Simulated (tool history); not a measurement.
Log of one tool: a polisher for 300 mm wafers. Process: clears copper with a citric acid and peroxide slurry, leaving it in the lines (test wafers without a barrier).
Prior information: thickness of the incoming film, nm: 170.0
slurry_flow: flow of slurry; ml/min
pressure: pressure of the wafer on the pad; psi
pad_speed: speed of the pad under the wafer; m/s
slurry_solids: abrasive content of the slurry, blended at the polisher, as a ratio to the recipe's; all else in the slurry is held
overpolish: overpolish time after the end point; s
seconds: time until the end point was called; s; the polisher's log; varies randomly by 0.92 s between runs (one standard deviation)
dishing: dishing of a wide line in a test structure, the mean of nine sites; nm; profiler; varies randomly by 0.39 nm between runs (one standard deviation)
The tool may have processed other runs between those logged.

Run 1, hour 0.0: slurry_flow 235 ml/min, pressure 2.8 psi, pad_speed 0.96 m/s, slurry_solids 1.0, overpolish 14 s. Result: seconds 82.663 s, dishing 23.034 nm.
Run 2, hour 2.6: slurry_flow 230 ml/min, pressure 2.5 psi, pad_speed 0.96 m/s, slurry_solids 1.0, overpolish 14 s. Result: seconds 90.329 s, dishing 20.465 nm.
Run 3, hour 10.1: slurry_flow 275 ml/min, pressure 2.5 psi, pad_speed 0.96 m/s, slurry_solids 1.0, overpolish 14 s. Result: seconds 88.809 s, dishing 21.266 nm.
Run 4, hour 15.8: slurry_flow 275 ml/min, pressure 2.5 psi, pad_speed 0.86 m/s, slurry_solids 1.0, overpolish 14 s. Result: seconds 98.180 s, dishing 18.943 nm.
Run 5, hour 17.5: slurry_flow 270 ml/min, pressure 2.4 psi, pad_speed 0.86 m/s, slurry_solids 1.0, overpolish 14 s. Result: seconds 99.955 s, dishing 17.434 nm.
Run 6, hour 19.3: slurry_flow 270 ml/min, pressure 2.4 psi, pad_speed 0.98 m/s, slurry_solids 1.0, overpolish 14 s. Result: seconds 90.496 s, dishing 20.718 nm.
Run 7, hour 20.1: slurry_flow 265 ml/min, pressure 2.2 psi, pad_speed 0.98 m/s, slurry_solids 1.0, overpolish 14 s. Result: seconds 98.189 s, dishing 18.846 nm.

Run 8 has not been measured yet. What should we expect?
Run 8, hour 27.7: slurry_flow 260 ml/min, pressure 2.1 psi, pad_speed 0.98 m/s, slurry_solids 1.0, overpolish 14 s. Result: seconds ?, dishing ?.

{"run 8": {"seconds": 103.82, "dishing": 17.4}}
